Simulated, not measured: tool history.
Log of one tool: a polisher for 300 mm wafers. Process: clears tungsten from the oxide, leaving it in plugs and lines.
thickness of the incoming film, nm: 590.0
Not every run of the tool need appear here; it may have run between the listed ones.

run  hour  flow of slurry (ml/min)  pressure of the wafer on the pad (kPa)  speed of the pad under the wafer (m/s)  abrasive content of the slurry  overpolish time after the end point (s)  time until the end point was called (s)
  1     0                      145                                    22.1                                    1.26                               1                                        4                                   152.98
  2   4.3                      145                                      20                                    1.22                               1                                        4                                   173.72
  3   6.4                      180                                      20                                    1.22                               1                                        4                                   166.95
  4   9.2                      180                                    17.9                                    1.18                               1                                        4                                   190.76
  5  11.3                      180                                    16.5                                    1.16                               1                                        4                                    212.2
  6  19.4                      180                                    15.2                                    1.16                               1                                        4                                   232.83
  7  21.2                      180                                    14.5                                    1.16                               1                                        4                                   238.19
  8  25.8                      180                                    13.8                                    1.16                               1                                        4                                   247.89

Predict the results of run 9:
  9    34                      180                                     9.7                                    1.12                               1                                        4                                        ?

{"run 9": {"time until the end point was called (s)": 371.16}}
